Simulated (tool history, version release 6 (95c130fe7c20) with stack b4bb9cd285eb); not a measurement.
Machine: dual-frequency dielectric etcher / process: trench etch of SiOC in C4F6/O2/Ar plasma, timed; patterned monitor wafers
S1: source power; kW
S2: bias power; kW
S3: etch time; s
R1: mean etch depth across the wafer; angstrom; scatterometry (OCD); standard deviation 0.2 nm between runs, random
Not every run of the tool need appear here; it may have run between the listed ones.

| run | hour | S1 | S2 | S3 | R1 |
|---|---|---|---|---|---|
| 1 | 0.0 | 0.470 | 0.253 | 22.5 | 558.48 |
| 2 | 5.4 | 0.530 | 0.260 | 22.5 | 583.82 |
| 3 | 7.8 | 0.460 | 0.260 | 22.5 | 560.17 |
| 4 | 16.4 | 0.510 | 0.274 | 22.5 | 587.23 |
| 5 | 18.2 | 0.550 | 0.283 | 22.5 | 612.29 |
| 6 | 23.6 | 0.550 | 0.283 | 22.5 | 611.11 |
| 7 | 24.8 | 0.580 | 0.287 | 22.5 | 623.46 |
| 8 | 30.1 | 0.600 | 0.291 | 22.5 | 636.48 |

Run 9 has not been measured yet. What should we expect?
| 9 | 36.4 | 0.610 | 0.293 | 22.5 | ? |

R1: 638.19 angstrom

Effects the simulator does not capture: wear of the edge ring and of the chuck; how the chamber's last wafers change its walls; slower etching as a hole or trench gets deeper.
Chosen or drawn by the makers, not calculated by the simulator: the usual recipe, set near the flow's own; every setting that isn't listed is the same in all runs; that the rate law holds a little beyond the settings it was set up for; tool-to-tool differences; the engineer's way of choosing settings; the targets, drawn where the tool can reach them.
